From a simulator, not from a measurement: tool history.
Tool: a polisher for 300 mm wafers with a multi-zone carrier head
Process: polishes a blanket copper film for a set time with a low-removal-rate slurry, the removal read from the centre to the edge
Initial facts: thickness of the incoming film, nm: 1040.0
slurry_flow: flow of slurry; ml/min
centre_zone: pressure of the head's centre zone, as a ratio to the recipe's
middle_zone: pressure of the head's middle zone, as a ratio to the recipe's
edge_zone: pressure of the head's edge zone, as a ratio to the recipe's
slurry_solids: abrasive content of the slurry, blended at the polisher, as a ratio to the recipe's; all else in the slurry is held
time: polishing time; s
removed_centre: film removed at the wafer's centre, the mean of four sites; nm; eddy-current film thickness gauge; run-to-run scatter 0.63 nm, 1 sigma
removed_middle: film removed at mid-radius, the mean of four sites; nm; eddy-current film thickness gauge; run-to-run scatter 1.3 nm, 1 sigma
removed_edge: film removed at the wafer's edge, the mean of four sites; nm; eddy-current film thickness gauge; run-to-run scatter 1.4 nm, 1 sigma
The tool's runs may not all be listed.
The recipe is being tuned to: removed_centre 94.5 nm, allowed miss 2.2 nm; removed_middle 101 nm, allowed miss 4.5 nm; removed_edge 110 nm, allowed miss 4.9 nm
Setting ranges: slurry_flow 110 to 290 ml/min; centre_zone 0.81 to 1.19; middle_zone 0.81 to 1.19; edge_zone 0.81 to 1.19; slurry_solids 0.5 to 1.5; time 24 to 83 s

run	hour	slurry_flow	centre_zone	middle_zone	edge_zone	slurry_solids	time	removed_centre	removed_middle	removed_edge
1	0	185	1	1	1	1	53	137.22	138.51	137.87
2	5.4	185	1	1	1	1.1	53	142.36	138.66	141.98
3	13	185	1	1	1	0.95	53	136.63	140.61	137.89
4	15.6	185	1	1	1.07	0.95	53	136.43	134.55	141.81
5	24.1	185	1	1	1.07	1.05	53	139.1	140.38	140.53
# hour 25.4: worn pad replaced by a new one
6	25.4	185	1	1	1.07	0.95	53	152.09	149.57	160.69
7	33.9	170	0.94	0.94	1.01	0.95	53	139.4	142.61	150.91
8	37.6	165	0.92	0.92	0.99	0.9	47	120.91	121.47	135.6
9	38.2	160	0.91	0.92	0.96	0.85	44	109.01	110.39	124.04

Which one of the following 5 next-run settings gets every result inside its allowed miss? There is exactly one.
A	38.8	135	0.82	0.82	0.93	0.6	45	?	?	?
B	38.8	180	0.92	0.96	0.94	0.85	35	?	?	?
C	38.8	180	0.87	0.92	0.98	1.05	37	?	?	?
D	38.8	120	0.81	0.87	1.06	0.5	50	?	?	?
E	38.8	110	0.91	0.83	0.99	0.9	42	?	?	?

move	removed_centre	removed_middle	removed_edge
A	88.195	93.571	107.65
B	89.742	95.454	95.434
C	94.588	102.87	107.78
D	89.368	100.97	115.99
E	96.01	93.17	109.75
A: pushes the last run's worst result past its target
B: pushes the last run's worst result past its target
C: meets every target
D: pushes the last run's worst result past its target
E: the furthest-off result lands on target, but another misses its tolerance
Answer: C
